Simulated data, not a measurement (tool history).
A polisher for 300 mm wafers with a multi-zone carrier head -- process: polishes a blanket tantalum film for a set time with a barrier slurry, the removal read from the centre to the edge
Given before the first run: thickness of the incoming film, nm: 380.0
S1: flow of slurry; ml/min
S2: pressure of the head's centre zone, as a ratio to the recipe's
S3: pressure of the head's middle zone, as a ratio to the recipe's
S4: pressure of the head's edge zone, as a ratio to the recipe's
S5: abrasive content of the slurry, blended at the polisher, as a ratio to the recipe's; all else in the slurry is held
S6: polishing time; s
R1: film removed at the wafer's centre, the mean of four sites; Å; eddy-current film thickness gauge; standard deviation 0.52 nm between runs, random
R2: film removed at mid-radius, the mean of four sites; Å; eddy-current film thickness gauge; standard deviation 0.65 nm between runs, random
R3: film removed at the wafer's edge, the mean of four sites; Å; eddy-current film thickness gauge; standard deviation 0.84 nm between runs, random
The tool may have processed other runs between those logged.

run,hour,S1,S2,S3,S4,S5,S6,R1,R2,R3
1,0,125,1,1,1,1,76,1146.5,1171.3,1133
2,5.3,125,1,0.96,1,1,76,1125.2,1122.3,1125.8
3,8.7,125,1,0.9,1,1,76,1121.9,1046.5,1149.3
4,11,120,0.96,0.95,0.95,0.85,69,930.93,948.57,953.05
5,18.5,115,0.93,0.98,0.91,0.75,65,814.37,864.99,843
6,23.2,115,0.93,0.98,0.91,0.6,65,749.87,794.68,759.18
7,27,105,0.92,1.02,0.89,0.55,64,693.46,769.36,707.54

Predict the results of run 8:
8,34.3,100,0.91,1.05,0.87,0.55,64,?,?,?

R1: 671.7 Å
R2: 767.76 Å
R3: 708.71 Å
